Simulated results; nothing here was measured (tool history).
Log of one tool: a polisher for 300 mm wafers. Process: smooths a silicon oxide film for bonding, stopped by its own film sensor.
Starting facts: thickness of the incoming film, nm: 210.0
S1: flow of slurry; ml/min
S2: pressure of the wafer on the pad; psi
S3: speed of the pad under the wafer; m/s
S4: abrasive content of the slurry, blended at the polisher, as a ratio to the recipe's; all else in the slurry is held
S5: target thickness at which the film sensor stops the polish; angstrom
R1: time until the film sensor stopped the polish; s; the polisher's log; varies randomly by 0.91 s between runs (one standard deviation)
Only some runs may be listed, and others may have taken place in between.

| run | hour | S1 | S2 | S3 | S4 | S5 | R1 |
|---|---|---|---|---|---|---|---|
| 1 | 0.0 | 190 | 2.1 | 0.94 | 1.0 | 1510 | 109.940 |
| 2 | 2.8 | 190 | 1.8 | 0.94 | 1.0 | 1510 | 133.190 |
| 3 | 9.1 | 190 | 2.0 | 0.94 | 1.0 | 1510 | 120.190 |
| 4 | 14.8 | 190 | 2.0 | 0.76 | 1.0 | 1510 | 138.420 |
| 5 | 17.3 | 190 | 2.2 | 0.76 | 1.0 | 1510 | 129.470 |
| 6 | 20.3 | 220 | 2.2 | 0.76 | 1.0 | 1510 | 130.210 |
| 7 | 25.6 | 220 | 2.3 | 0.78 | 1.0 | 1510 | 119.800 |
| 8 | 27.3 | 220 | 2.3 | 0.78 | 1.0 | 1510 | 118.740 |

Run 9 is up next; what results do you expect?
| 9 | 34.4 | 225 | 2.9 | 0.90 | 1.0 | 1510 | ? |

R1: 84.652 s
